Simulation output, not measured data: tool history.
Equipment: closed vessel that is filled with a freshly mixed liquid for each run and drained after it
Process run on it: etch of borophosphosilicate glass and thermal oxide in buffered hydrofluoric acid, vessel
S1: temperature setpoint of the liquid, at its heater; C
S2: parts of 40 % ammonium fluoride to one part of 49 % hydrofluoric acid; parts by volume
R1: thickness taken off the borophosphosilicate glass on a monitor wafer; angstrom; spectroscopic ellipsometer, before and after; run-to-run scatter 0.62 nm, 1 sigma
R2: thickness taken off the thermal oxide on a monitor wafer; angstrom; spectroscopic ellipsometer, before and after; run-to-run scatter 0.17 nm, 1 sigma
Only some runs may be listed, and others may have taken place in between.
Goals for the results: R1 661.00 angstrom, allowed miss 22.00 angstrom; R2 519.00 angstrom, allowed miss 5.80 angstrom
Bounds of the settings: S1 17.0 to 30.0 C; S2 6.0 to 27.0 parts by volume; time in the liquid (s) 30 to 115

{"run": 1, "hour": 0.0, "S1": 22.0, "S2": 16.5, "time in the liquid (s)": 60, "R1": 387.72, "R2": 302.49}
{"run": 2, "hour": 8.6, "S1": 23.0, "S2": 16.5, "time in the liquid (s)": 60, "R1": 401.5, "R2": 319.14}
{"run": 3, "hour": 16.9, "S1": 23.0, "S2": 16.5, "time in the liquid (s)": 80, "R1": 542.79, "R2": 425.73}
{"run": 4, "hour": 23.1, "S1": 23.0, "S2": 21.0, "time in the liquid (s)": 80, "R1": 428.81, "R2": 341.36}
{"run": 5, "hour": 26.1, "S1": 23.0, "S2": 19.0, "time in the liquid (s)": 80, "R1": 469.9, "R2": 373.09}
{"run": 6, "hour": 32.7, "S1": 24.0, "S2": 19.0, "time in the liquid (s)": 80, "R1": 492.74, "R2": 391.73}
{"run": 7, "hour": 33.5, "S1": 25.0, "S2": 19.0, "time in the liquid (s)": 80, "R1": 521.29, "R2": 412.49}
{"run": 8, "hour": 39.0, "S1": 25.5, "S2": 19.0, "time in the liquid (s)": 80, "R1": 536.5, "R2": 423.29}
{"run": 9, "hour": 40.5, "S1": 26.0, "S2": 19.0, "time in the liquid (s)": 80, "R1": 550.46, "R2": 436.58}
{"run": 10, "hour": 47.1, "S1": 26.5, "S2": 19.0, "time in the liquid (s)": 80, "R1": 567.93, "R2": 447.63}
{"run": 11, "hour": 55.4, "S1": 29.5, "S2": 19.0, "time in the liquid (s)": 80, "R1": 679.03, "R2": 529.46}

Which one of the following 4 next-run settings gets every result inside its allowed miss? There is exactly one.
{"run": "A", "hour": 63.7, "S1": 30.0, "S2": 10.5, "time in the liquid (s)": 45, "R1": "?", "R2": "?"}
{"run": "B", "hour": 63.7, "S1": 30.0, "S2": 16.0, "time in the liquid (s)": 65, "R1": "?", "R2": "?"}
{"run": "C", "hour": 63.7, "S1": 29.0, "S2": 17.0, "time in the liquid (s)": 75, "R1": "?", "R2": "?"}
{"run": "D", "hour": 63.7, "S1": 28.5, "S2": 21.5, "time in the liquid (s)": 95, "R1": "?", "R2": "?"}

move=A R1=685.41 R2=545.93
move=B R1=654.47 R2=522.36
move=C R1=674.67 R2=538.35
move=D R1=674.32 R2=538.32
A: further off than the last run
B: all results land within tolerance of their targets
C: further off than the last run
D: further off than the last run
So the answer is move B, the one that meets all the targets.
